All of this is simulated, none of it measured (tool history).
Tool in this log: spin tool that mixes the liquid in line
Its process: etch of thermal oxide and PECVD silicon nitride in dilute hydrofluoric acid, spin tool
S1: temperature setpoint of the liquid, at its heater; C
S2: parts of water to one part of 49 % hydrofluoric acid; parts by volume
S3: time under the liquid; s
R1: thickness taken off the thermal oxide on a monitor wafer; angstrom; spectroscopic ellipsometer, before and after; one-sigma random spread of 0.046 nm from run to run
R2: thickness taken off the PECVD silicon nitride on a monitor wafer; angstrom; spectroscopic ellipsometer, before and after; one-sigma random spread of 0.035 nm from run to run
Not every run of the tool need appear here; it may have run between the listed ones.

Run 1, day 0: S1 26 C, S2 85 parts by volume, S3 180 s. Result: R1 100.48 angstrom, R2 97.332 angstrom.
Run 2, day 0.321: S1 26 C, S2 75 parts by volume, S3 180 s. Result: R1 115.48 angstrom, R2 110.1 angstrom.
Run 3, day 0.525: S1 26 C, S2 50 parts by volume, S3 180 s. Result: R1 182.41 angstrom, R2 163.41 angstrom.
Run 4, day 0.85: S1 26 C, S2 35 parts by volume, S3 180 s. Result: R1 263.65 angstrom, R2 231.37 angstrom.
At day 1.2: hydrofluoric acid flow meter replaced.
Run 5, day 1.2: S1 26 C, S2 45 parts by volume, S3 180 s. Result: R1 229.93 angstrom, R2 203.24 angstrom.
Run 6, day 1.454: S1 25.5 C, S2 50 parts by volume, S3 180 s. Result: R1 199.37 angstrom, R2 180.19 angstrom.
Run 7, day 1.567: S1 24.5 C, S2 55 parts by volume, S3 180 s. Result: R1 175.06 angstrom, R2 151.45 angstrom.

Forecast run 8:
Run 8, day 1.85: S1 24.5 C, S2 60 parts by volume, S3 180 s. Result: R1 ?, R2 ?.

{"run 8": {"R1": 158.11, "R2": 140.59}}
